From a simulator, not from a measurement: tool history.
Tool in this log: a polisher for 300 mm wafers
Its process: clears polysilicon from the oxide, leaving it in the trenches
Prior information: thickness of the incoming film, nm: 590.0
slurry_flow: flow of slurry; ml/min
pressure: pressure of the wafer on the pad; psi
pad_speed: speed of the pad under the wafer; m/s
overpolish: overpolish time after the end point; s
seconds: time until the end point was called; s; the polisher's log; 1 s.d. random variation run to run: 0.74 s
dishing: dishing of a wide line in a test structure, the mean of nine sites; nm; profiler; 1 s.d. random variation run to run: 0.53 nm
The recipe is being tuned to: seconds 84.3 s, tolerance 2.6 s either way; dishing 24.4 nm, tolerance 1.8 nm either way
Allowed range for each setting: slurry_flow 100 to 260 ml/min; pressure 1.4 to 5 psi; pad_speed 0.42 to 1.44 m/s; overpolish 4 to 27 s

| run | hour | slurry_flow | pressure | pad_speed | overpolish | seconds | dishing |
|---|---|---|---|---|---|---|---|
| 1 | 0 | 165 | 3.2 | 0.92 | 14 | 38.047 | 33.08 |
| 2 | 4.3 | 160 | 2.7 | 0.88 | 11 | 44.711 | 33.295 |
| 3 | 6.5 | 170 | 2.4 | 0.8 | 11 | 51.993 | 31.722 |
| 4 | 8.7 | 170 | 2.4 | 1 | 11 | 42.371 | 32.708 |
| 5 | 12 | 195 | 2.1 | 0.88 | 13 | 50.406 | 33.435 |
| 6 | 16 | 195 | 2.1 | 0.68 | 13 | 64.873 | 32.793 |
| 7 | 20.2 | 170 | 2 | 0.66 | 11 | 70.384 | 29.964 |
| 8 | 23.4 | 150 | 1.9 | 0.66 | 9 | 74.557 | 29.347 |
| 9 | 29.4 | 135 | 1.9 | 0.66 | 8 | 74.675 | 28.301 |
| 10 | 31.9 | 125 | 1.8 | 0.66 | 7 | 79.154 | 25.603 |
| 11 | 38.1 | 120 | 1.8 | 0.66 | 7 | 79.976 | 24.079 |

Which of these 5 next moves meets every target?
| A | 44.3 | 260 | 2.5 | 0.44 | 7 | ? | ? |
| B | 44.3 | 260 | 3.3 | 0.42 | 6 | ? | ? |
| C | 44.3 | 110 | 1.7 | 0.7 | 8 | ? | ? |
| D | 44.3 | 120 | 2.3 | 0.58 | 6 | ? | ? |
| E | 44.3 | 220 | 2.5 | 0.52 | 6 | ? | ? |

| move | seconds | dishing |
|---|---|---|
| A | 85.376 | 24.518 |
| B | 74.206 | 24.351 |
| C | 79.97 | 26.816 |
| D | 78.667 | 23.643 |
| E | 74.334 | 24.33 |
A: meets every target
B: misses by more than the last run did
C: no better and no worse than the last run
D: misses by more than the last run did
E: misses by more than the last run did
Move A is the one to make.

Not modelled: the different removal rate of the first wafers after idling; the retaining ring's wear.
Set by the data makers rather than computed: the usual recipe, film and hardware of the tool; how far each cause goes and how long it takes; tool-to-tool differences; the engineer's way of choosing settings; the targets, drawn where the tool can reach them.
